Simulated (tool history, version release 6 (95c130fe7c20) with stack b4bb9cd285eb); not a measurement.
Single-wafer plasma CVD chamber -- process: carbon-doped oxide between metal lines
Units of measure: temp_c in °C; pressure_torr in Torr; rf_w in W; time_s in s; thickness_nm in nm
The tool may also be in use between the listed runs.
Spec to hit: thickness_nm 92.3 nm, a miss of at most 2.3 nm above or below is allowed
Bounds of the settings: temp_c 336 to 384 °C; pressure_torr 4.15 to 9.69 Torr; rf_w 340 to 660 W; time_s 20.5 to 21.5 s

| run | hour | temp_c | pressure_torr | rf_w | time_s | thickness_nm |
|---|---|---|---|---|---|---|
| 1 | 0 | 360 | 6.92 | 500 | 21.5 | 118.39 |
| 2 | 5.9 | 361 | 6.83 | 445 | 21.2 | 106.25 |
| 3 | 13.3 | 361 | 6.83 | 445 | 20.5 | 102.22 |
| 4 | 15 | 361 | 6.83 | 445 | 20.5 | 102.3 |
| 5 | 23.7 | 363 | 6.67 | 430 | 20.5 | 99.058 |
| 6 | 25.6 | 359 | 6.67 | 430 | 20.5 | 99.906 |
| 7 | 32.1 | 360 | 6.47 | 415 | 20.5 | 96.95 |
| 8 | 38.6 | 361 | 6.3 | 410 | 20.5 | 95.25 |

Which single option among these 5 for the next run brings every result within its allowed miss of target? Just one does.
| A | 45.1 | 372 | 6.31 | 425 | 21.5 | ? |
| B | 45.1 | 357 | 6.5 | 375 | 20.5 | ? |
| C | 45.1 | 368 | 6.56 | 405 | 20.5 | ? |
| D | 45.1 | 361 | 7.59 | 395 | 21.5 | ? |
| E | 45.1 | 351 | 6 | 420 | 20.5 | ? |

| move | thickness_nm |
|---|---|
| A | 99.846 |
| B | 88.927 |
| C | 92.495 |
| D | 97.464 |
| E | 99.788 |
A: lands further from the targets than the last run did
B: the result that was furthest off in the last run now lies on the other side of its target
C: every result within its allowed miss
D: lands further from the targets than the last run did
E: lands further from the targets than the last run did
C meets every target.

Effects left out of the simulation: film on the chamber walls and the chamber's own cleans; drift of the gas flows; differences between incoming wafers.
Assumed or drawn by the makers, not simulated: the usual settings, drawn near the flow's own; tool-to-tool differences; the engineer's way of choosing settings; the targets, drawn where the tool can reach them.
